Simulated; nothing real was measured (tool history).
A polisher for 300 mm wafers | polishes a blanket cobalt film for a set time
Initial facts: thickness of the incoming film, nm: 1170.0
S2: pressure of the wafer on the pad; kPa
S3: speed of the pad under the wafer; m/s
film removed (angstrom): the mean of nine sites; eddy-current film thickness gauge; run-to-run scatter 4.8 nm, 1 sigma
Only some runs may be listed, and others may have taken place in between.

{"run": 1, "hour": 0.0, "flow of slurry (ml/min)": 165, "S2": 17.2, "S3": 1.26, "polishing time (s)": 72, "film removed (angstrom)": 5493.9}
{"run": 2, "hour": 3.2, "flow of slurry (ml/min)": 185, "S2": 17.2, "S3": 1.26, "polishing time (s)": 72, "film removed (angstrom)": 5729.6}
{"run": 3, "hour": 11.8, "flow of slurry (ml/min)": 215, "S2": 17.2, "S3": 1.26, "polishing time (s)": 72, "film removed (angstrom)": 5666.7}
{"run": 4, "hour": 16.8, "flow of slurry (ml/min)": 215, "S2": 17.2, "S3": 1.26, "polishing time (s)": 72, "film removed (angstrom)": 5739.6}
{"run": 5, "hour": 25.4, "flow of slurry (ml/min)": 215, "S2": 15.9, "S3": 1.26, "polishing time (s)": 72, "film removed (angstrom)": 5405.5}
{"run": 6, "hour": 32.2, "flow of slurry (ml/min)": 215, "S2": 15.9, "S3": 1.26, "polishing time (s)": 76, "film removed (angstrom)": 5614.5}
{"run": 7, "hour": 34.2, "flow of slurry (ml/min)": 215, "S2": 15.2, "S3": 1.26, "polishing time (s)": 76, "film removed (angstrom)": 5392.7}

Expected results for the next run?
{"run": 8, "hour": 38.3, "flow of slurry (ml/min)": 200, "S2": 10.3, "S3": 1.24, "polishing time (s)": 76, "film removed (angstrom)": "?"}

{"run 8": {"film removed (angstrom)": 3593}}

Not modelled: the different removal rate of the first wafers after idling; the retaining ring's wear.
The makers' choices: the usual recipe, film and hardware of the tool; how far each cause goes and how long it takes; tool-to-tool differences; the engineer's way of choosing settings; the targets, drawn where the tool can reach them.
